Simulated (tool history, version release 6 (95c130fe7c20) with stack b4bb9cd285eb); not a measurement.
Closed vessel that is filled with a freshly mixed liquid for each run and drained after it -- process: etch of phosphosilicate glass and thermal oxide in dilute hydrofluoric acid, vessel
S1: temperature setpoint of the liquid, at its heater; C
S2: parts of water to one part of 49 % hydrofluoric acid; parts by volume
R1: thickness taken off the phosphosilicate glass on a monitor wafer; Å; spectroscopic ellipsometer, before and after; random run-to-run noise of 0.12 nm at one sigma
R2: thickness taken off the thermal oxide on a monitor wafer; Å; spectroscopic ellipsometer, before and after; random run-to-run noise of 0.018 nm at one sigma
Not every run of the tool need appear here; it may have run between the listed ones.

run 1 hour=0.0 | S1=21.0 S2=175 time_in_the_liquid_(s)=60 | R1=517.70 R2=12.168
run 2 hour=6.9 | S1=20.5 S2=185 time_in_the_liquid_(s)=60 | R1=476.17 R2=10.891
run 3 hour=14.5 | S1=20.0 S2=195 time_in_the_liquid_(s)=60 | R1=437.67 R2=10.066
run 4 hour=15.5 | S1=19.5 S2=200 time_in_the_liquid_(s)=60 | R1=416.12 R2=10.030
run 5 hour=18.7 | S1=19.5 S2=170 time_in_the_liquid_(s)=60 | R1=502.43 R2=11.715
run 6 hour=21.0 | S1=19.0 S2=180 time_in_the_liquid_(s)=60 | R1=465.33 R2=10.953

What does the tool deliver on the next run?
run 7 hour=25.1 | S1=18.5 S2=190 time_in_the_liquid_(s)=60 | R1=? R2=?

Run 7 gave R1 423.52 Å, R2 10.011 Å.
